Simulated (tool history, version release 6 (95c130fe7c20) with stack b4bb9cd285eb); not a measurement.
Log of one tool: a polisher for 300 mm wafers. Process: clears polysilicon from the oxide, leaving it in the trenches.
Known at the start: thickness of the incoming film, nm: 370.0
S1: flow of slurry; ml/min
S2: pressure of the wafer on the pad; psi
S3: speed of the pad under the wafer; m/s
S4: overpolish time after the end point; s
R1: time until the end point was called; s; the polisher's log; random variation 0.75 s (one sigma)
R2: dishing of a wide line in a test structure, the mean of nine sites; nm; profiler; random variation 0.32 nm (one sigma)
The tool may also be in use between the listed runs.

run,day,S1,S2,S3,S4,R1,R2
1,0,285,2.6,0.92,11,37.197,36.751
2,0.221,220,2.6,0.92,11,39.509,37.155
3,0.554,220,3.1,0.92,11,32.215,38.293
4,0.608,280,2.8,0.94,9,34.753,37.044
5,0.933,325,2.6,0.94,7,35.848,33.644
6,0.954,325,2.4,0.94,7,39.709,33.167
7,1.175,355,2.1,1.04,6,40.618,32.005
8,1.271,380,1.9,1.12,5,40.3,28.676

Forecast run 9:
9,1.45,395,1.7,1.2,4,?,?

{"run 9": {"R1": 41.953, "R2": 24.93}}

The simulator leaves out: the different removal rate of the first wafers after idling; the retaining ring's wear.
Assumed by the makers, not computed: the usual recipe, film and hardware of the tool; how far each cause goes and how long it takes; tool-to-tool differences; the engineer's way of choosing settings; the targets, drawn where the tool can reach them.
